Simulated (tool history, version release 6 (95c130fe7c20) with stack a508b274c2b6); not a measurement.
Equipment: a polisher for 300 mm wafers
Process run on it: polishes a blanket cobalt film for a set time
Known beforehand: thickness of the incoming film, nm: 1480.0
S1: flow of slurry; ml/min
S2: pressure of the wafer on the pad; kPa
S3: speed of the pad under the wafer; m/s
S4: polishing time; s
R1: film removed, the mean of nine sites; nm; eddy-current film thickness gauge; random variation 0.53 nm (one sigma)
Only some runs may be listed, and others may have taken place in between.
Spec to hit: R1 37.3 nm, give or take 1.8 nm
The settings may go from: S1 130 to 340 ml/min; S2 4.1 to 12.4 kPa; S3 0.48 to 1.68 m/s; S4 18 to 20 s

Run 1, hour 0: S1 220 ml/min, S2 8.3 kPa, S3 1.08 m/s, S4 20 s. Result: R1 58.781 nm.
Run 2, hour 3.9: S1 220 ml/min, S2 8.3 kPa, S3 1.08 m/s, S4 20 s. Result: R1 60.02 nm.
Run 3, hour 8.2: S1 220 ml/min, S2 8.3 kPa, S3 1.08 m/s, S4 20 s. Result: R1 58.801 nm.
Run 4, hour 11.9: S1 220 ml/min, S2 7.6 kPa, S3 1.08 m/s, S4 20 s. Result: R1 55.098 nm.
Run 5, hour 12.6: S1 220 ml/min, S2 7.6 kPa, S3 1.08 m/s, S4 20 s. Result: R1 56.56 nm.
Run 6, hour 16.5: S1 220 ml/min, S2 6.9 kPa, S3 1.06 m/s, S4 20 s. Result: R1 49.562 nm.
Run 7, hour 24.5: S1 220 ml/min, S2 5.5 kPa, S3 1.04 m/s, S4 20 s. Result: R1 39.659 nm.
Run 8, hour 28.7: S1 220 ml/min, S2 5.5 kPa, S3 1.04 m/s, S4 20 s. Result: R1 38.996 nm.
At hour 29.3: head pressure recalibrated.
Run 9, hour 29.3: S1 220 ml/min, S2 5.5 kPa, S3 1.04 m/s, S4 19 s. Result: R1 40.941 nm.

Which one of the following 5 next-run settings gets every result inside its allowed miss? There is exactly one.
Run A, hour 29.9: S1 215 ml/min, S2 6.2 kPa, S3 0.84 m/s, S4 18 s. Result: R1 ?.
Run B, hour 29.9: S1 220 ml/min, S2 4.8 kPa, S3 1.28 m/s, S4 20 s. Result: R1 ?.
Run C, hour 29.9: S1 265 ml/min, S2 5.5 kPa, S3 1.06 m/s, S4 20 s. Result: R1 ?.
Run D, hour 29.9: S1 255 ml/min, S2 5.5 kPa, S3 1.16 m/s, S4 19 s. Result: R1 ?.
Run E, hour 29.9: S1 180 ml/min, S2 6.2 kPa, S3 1.12 m/s, S4 20 s. Result: R1 ?.

move      R1
   A  37.936
   B  42.639
   C  44.072
   D  44.033
   E  48.393
A: all results in spec
B: moves away from the targets compared with the last run
C: moves away from the targets compared with the last run
D: moves away from the targets compared with the last run
E: moves away from the targets compared with the last run
Go with A: it meets all targets.

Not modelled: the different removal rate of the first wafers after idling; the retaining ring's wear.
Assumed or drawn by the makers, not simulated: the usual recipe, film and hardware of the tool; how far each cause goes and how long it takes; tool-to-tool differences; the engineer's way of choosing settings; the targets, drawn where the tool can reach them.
